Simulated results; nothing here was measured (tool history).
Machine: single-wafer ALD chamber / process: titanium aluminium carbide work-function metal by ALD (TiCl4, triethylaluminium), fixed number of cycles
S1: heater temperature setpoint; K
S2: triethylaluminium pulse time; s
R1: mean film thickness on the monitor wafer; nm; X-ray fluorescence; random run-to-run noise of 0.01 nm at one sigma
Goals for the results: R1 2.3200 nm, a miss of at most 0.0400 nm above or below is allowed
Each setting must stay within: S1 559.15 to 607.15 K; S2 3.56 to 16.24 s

{"run": 1, "hour": 0.0, "S1": 583.15, "S2": 9.9, "R1": 2.1243}
{"run": 2, "hour": 6.5, "S1": 577.15, "S2": 9.9, "R1": 2.0825}
{"run": 3, "hour": 9.4, "S1": 582.15, "S2": 10.46, "R1": 2.1212}
{"run": 4, "hour": 12.8, "S1": 586.15, "S2": 11.07, "R1": 2.154}
{"run": 5, "hour": 21.3, "S1": 586.15, "S2": 8.96, "R1": 2.1137}
{"run": 6, "hour": 27.7, "S1": 590.15, "S2": 9.82, "R1": 2.1643}
{"run": 7, "hour": 36.2, "S1": 593.15, "S2": 10.35, "R1": 2.2056}
{"run": 8, "hour": 38.7, "S1": 595.15, "S2": 10.62, "R1": 2.2221}
{"run": 9, "hour": 47.1, "S1": 597.15, "S2": 10.88, "R1": 2.2577}
{"run": 10, "hour": 50.5, "S1": 598.15, "S2": 11.0, "R1": 2.2516}
{"run": 11, "hour": 51.3, "S1": 599.15, "S2": 11.18, "R1": 2.272}
{"run": 12, "hour": 56.4, "S1": 600.15, "S2": 11.29, "R1": 2.2754}

Next run, 5 choices. One meets every target within its allowed miss, the rest don't. Which?
{"run": "A", "hour": 61.5, "S1": 600.15, "S2": 7.78, "R1": "?"}
{"run": "B", "hour": 61.5, "S1": 590.15, "S2": 12.12, "R1": "?"}
{"run": "C", "hour": 61.5, "S1": 595.15, "S2": 10.16, "R1": "?"}
{"run": "D", "hour": 61.5, "S1": 601.15, "S2": 14.22, "R1": "?"}
{"run": "E", "hour": 61.5, "S1": 597.15, "S2": 10.08, "R1": "?"}

move=A R1=2.2051
move=B R1=2.2001
move=C R1=2.2151
move=D R1=2.3053
move=E R1=2.2296
A: the biggest miss grows against the last run
B: the biggest miss grows against the last run
C: the biggest miss grows against the last run
D: in spec on every target
E: the biggest miss grows against the last run
The right move is D.
